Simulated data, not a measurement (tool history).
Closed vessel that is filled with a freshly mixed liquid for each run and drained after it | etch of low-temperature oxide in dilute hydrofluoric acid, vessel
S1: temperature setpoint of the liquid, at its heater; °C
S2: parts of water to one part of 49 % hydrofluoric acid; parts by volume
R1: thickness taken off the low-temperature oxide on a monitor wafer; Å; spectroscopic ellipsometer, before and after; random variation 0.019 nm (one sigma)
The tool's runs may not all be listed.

Run 1, hour 0.0: S1 20.0 °C, S2 160 parts by volume, time in the liquid (s) 30. Result: R1 27.446 Å.
Run 2, hour 6.4: S1 23.0 °C, S2 160 parts by volume, time in the liquid (s) 30. Result: R1 30.754 Å.
Run 3, hour 10.2: S1 23.0 °C, S2 160 parts by volume, time in the liquid (s) 30. Result: R1 30.500 Å.
Run 4, hour 17.5: S1 21.0 °C, S2 160 parts by volume, time in the liquid (s) 30. Result: R1 28.594 Å.
Run 5, hour 19.1: S1 21.0 °C, S2 160 parts by volume, time in the liquid (s) 30. Result: R1 28.294 Å.
Run 6, hour 24.1: S1 22.5 °C, S2 150 parts by volume, time in the liquid (s) 30. Result: R1 32.356 Å.

Forecast run 7:
Run 7, hour 26.6: S1 24.0 °C, S2 145 parts by volume, time in the liquid (s) 30. Result: R1 ?.

{"run 7": {"R1": 35.862}}
